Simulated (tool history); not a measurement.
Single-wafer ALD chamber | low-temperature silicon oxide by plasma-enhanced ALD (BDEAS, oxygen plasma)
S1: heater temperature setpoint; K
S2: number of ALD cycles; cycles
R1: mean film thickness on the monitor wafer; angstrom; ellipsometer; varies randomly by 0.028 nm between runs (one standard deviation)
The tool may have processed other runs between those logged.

run,hour,S1,S2,R1
1,0.0,368.15,57,80.825
2,1.5,368.15,51,71.881
3,4.5,371.15,50,69.986
4,10.7,374.15,49,67.836
5,12.3,377.15,49,67.302
6,15.5,367.15,49,69.597
7,23.4,371.15,48,67.418
8,30.9,374.15,48,66.546

Forecast run 9:
9,38.1,376.15,48,?

{"run 9": {"R1": 66.521}}
